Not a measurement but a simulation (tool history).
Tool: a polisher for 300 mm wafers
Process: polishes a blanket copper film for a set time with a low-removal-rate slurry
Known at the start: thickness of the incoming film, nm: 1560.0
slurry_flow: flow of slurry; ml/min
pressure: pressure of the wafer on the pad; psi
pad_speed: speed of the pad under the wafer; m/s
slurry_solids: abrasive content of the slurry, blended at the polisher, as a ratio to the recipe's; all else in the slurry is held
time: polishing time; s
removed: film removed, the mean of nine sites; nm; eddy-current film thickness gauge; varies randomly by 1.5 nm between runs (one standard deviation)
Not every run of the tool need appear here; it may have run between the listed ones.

run  hour  slurry_flow  pressure  pad_speed  slurry_solids  time  removed
  1     0          200       1.6       0.92              1   104   197.27
  2   0.9          200       1.4       0.92              1   104   175.59
  3   4.8          200       1.4       0.92            0.9   104   172.02
  4     7          200       1.4       0.92            0.9   109   179.51
  5  13.5          200       1.2        0.9            0.9   109   157.55
  6  19.9          200       1.2        0.8            0.9   109    139.7
  7  24.9          200       1.1        0.8            0.9   109   131.35

Predict the results of run 8:
  8  32.7          200         1        0.8            0.9   109        ?

{"run 8": {"removed": 122.81}}
